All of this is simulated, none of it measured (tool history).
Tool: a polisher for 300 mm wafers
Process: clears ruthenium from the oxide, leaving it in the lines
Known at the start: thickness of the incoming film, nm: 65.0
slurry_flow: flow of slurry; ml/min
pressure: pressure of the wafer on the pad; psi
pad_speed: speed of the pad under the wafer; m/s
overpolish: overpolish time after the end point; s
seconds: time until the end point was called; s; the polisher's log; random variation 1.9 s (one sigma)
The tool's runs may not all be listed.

run	hour	slurry_flow	pressure	pad_speed	overpolish	seconds
1	0.0	170	1.3	0.88	45	83.056
2	7.2	170	1.2	0.86	45	91.623
3	15.3	170	1.1	0.84	45	103.500
4	20.2	170	1.1	0.74	45	114.030
5	24.5	170	1.0	0.74	45	127.330
6	32.2	145	1.0	0.74	45	130.950

Estimate the outcome of run 7 from the log above:
7	37.9	140	1.0	0.74	45	?

seconds: 129.950 s

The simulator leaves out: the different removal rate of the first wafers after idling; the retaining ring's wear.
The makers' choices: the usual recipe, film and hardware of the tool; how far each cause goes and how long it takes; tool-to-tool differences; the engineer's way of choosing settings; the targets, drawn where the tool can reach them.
